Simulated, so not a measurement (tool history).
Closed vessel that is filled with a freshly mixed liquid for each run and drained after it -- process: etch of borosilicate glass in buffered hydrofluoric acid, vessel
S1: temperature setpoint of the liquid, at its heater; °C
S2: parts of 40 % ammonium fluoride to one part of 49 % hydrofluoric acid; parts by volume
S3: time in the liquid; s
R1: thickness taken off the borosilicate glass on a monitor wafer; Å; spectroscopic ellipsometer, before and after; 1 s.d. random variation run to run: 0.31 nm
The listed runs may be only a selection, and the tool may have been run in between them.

run 1 hour=0 | S1=25 S2=12.5 S3=30 | R1=356.14
run 2 hour=8.7 | S1=27 S2=10.5 S3=30 | R1=460.26
run 3 hour=15.5 | S1=28.5 S2=9 S3=30 | R1=577.8
run 4 hour=20.3 | S1=29.5 S2=8 S3=30 | R1=692.13
run 5 hour=25.1 | S1=29.5 S2=10.5 S3=30 | R1=524.87
run 6 hour=26.4 | S1=29.5 S2=10.5 S3=30 | R1=524.34
run 7 hour=27.4 | S1=30.5 S2=9 S3=30 | R1=641.03
run 8 hour=28.6 | S1=30.5 S2=9 S3=30 | R1=640.34

Estimate the outcome of run 9 from the log above:
-- hour=30.1 hydrofluoric acid flow meter replaced
run 9 hour=30.1 | S1=31 S2=8 S3=30 | R1=?

Run 9 yielded R1 661.74 Å.
